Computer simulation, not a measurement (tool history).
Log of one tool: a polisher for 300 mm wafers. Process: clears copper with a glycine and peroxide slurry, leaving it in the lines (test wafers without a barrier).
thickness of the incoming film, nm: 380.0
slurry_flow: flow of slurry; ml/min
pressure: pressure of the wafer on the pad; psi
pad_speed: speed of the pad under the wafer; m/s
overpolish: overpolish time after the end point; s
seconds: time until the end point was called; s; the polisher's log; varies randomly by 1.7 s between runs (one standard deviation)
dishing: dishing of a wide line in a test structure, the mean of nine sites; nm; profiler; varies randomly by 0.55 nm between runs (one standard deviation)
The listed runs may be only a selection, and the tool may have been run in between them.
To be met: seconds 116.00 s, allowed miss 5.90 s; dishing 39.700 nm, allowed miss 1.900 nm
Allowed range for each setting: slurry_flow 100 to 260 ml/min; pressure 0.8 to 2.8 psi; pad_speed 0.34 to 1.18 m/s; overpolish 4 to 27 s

Run 1, hour 0.0: slurry_flow 165 ml/min, pressure 1.8 psi, pad_speed 0.76 m/s, overpolish 14 s. Result: seconds 129.70 s, dishing 26.888 nm.
Run 2, hour 4.2: slurry_flow 165 ml/min, pressure 1.8 psi, pad_speed 0.94 m/s, overpolish 14 s. Result: seconds 113.89 s, dishing 31.238 nm.
Run 3, hour 6.5: slurry_flow 160 ml/min, pressure 1.8 psi, pad_speed 0.96 m/s, overpolish 15 s. Result: seconds 109.57 s, dishing 33.566 nm.
Run 4, hour 8.7: slurry_flow 160 ml/min, pressure 1.7 psi, pad_speed 0.96 m/s, overpolish 16 s. Result: seconds 113.98 s, dishing 34.360 nm.
Run 5, hour 9.5: slurry_flow 160 ml/min, pressure 1.7 psi, pad_speed 0.96 m/s, overpolish 14 s. Result: seconds 111.72 s, dishing 31.163 nm.
Run 6, hour 16.1: slurry_flow 160 ml/min, pressure 1.4 psi, pad_speed 0.96 m/s, overpolish 14 s. Result: seconds 131.50 s, dishing 26.596 nm.
Run 7, hour 18.8: slurry_flow 160 ml/min, pressure 1.5 psi, pad_speed 0.96 m/s, overpolish 16 s. Result: seconds 126.46 s, dishing 30.413 nm.
Run 8, hour 21.9: slurry_flow 160 ml/min, pressure 1.6 psi, pad_speed 0.96 m/s, overpolish 17 s. Result: seconds 121.84 s, dishing 34.174 nm.
Run 9, hour 27.5: slurry_flow 160 ml/min, pressure 1.6 psi, pad_speed 0.96 m/s, overpolish 18 s. Result: seconds 123.42 s, dishing 34.652 nm.
Run 10, hour 28.7: slurry_flow 160 ml/min, pressure 1.7 psi, pad_speed 0.96 m/s, overpolish 18 s. Result: seconds 117.11 s, dishing 36.716 nm.

5 next moves are on the table. One of them brings every result within its allowed miss. Which?
Run A, hour 29.9: slurry_flow 175 ml/min, pressure 1.5 psi, pad_speed 1.06 m/s, overpolish 21 s. Result: seconds ?, dishing ?.
Run B, hour 29.9: slurry_flow 135 ml/min, pressure 1.9 psi, pad_speed 1.04 m/s, overpolish 21 s. Result: seconds ?, dishing ?.
Run C, hour 29.9: slurry_flow 215 ml/min, pressure 1.6 psi, pad_speed 0.88 m/s, overpolish 25 s. Result: seconds ?, dishing ?.
Run D, hour 29.9: slurry_flow 185 ml/min, pressure 1.5 psi, pad_speed 0.90 m/s, overpolish 23 s. Result: seconds ?, dishing ?.
Run E, hour 29.9: slurry_flow 165 ml/min, pressure 1.8 psi, pad_speed 0.72 m/s, overpolish 26 s. Result: seconds ?, dishing ?.

move  seconds  dishing
   A   116.54   39.480
   B   103.32   43.566
   C   123.69   43.312
   D   129.91   39.365
   E   135.88   42.527
A: meets every target
B: the result that was furthest off in the last run now lies on the other side of its target
C: the result that was furthest off in the last run now lies on the other side of its target
D: brings the result that was furthest off to its target, and leaves another outside
E: the result that was furthest off in the last run now lies on the other side of its target
Answer: A

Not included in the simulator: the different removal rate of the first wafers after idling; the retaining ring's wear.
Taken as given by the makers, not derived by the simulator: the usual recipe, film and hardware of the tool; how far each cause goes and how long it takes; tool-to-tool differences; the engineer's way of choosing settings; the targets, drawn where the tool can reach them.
